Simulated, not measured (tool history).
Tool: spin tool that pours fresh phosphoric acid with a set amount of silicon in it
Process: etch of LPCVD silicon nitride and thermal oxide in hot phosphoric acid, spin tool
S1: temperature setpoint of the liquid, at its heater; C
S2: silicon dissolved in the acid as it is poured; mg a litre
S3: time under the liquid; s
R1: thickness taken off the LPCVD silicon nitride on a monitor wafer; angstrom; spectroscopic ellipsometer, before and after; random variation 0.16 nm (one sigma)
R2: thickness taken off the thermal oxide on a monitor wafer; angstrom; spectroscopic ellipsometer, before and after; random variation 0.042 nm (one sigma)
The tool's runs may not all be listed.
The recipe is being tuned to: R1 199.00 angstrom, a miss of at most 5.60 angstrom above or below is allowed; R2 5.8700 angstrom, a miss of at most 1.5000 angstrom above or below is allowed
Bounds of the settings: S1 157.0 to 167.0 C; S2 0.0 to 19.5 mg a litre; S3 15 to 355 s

run 1 hour=0.0 | S1=162.0 S2=8.5 S3=180 | R1=167.63 R2=5.5247
run 2 hour=7.5 | S1=162.0 S2=4.0 S3=180 | R1=165.18 R2=5.4024
run 3 hour=9.2 | S1=162.5 S2=5.5 S3=185 | R1=174.79 R2=5.6093
run 4 hour=15.9 | S1=163.0 S2=6.0 S3=185 | R1=177.83 R2=6.7212
run 5 hour=22.9 | S1=163.0 S2=4.0 S3=185 | R1=178.22 R2=5.7265
run 6 hour=25.4 | S1=163.0 S2=4.0 S3=125 | R1=119.08 R2=3.9142
run 7 hour=25.9 | S1=163.0 S2=3.5 S3=145 | R1=139.87 R2=4.6937
run 8 hour=27.6 | S1=163.0 S2=2.5 S3=160 | R1=153.37 R2=5.7829
run 9 hour=28.8 | S1=163.5 S2=5.5 S3=170 | R1=165.76 R2=5.8496
run 10 hour=35.2 | S1=163.5 S2=7.0 S3=180 | R1=175.52 R2=5.4346

Of the 5 settings listed for the next run, only one would bring every result within its allowed miss of target. Which one?
run A hour=41.6 | S1=164.0 S2=1.5 S3=160 | R1=? R2=?
run B hour=41.6 | S1=166.0 S2=14.5 S3=190 | R1=? R2=?
run C hour=41.6 | S1=165.0 S2=8.0 S3=135 | R1=? R2=?
run D hour=41.6 | S1=166.5 S2=19.5 S3=205 | R1=? R2=?
run E hour=41.6 | S1=161.5 S2=5.5 S3=185 | R1=? R2=?

move=A R1=157.36 R2=6.2152
move=B R1=199.55 R2=6.4579
move=C R1=137.21 R2=4.9538
move=D R1=218.84 R2=6.3314
move=E R1=167.47 R2=5.5376
A: misses by more than the last run did
B: every result lands within tolerance
C: misses by more than the last run did
D: takes the biggest miss from the last run beyond its target
E: misses by more than the last run did
B is the move that brings every result within its allowed miss.
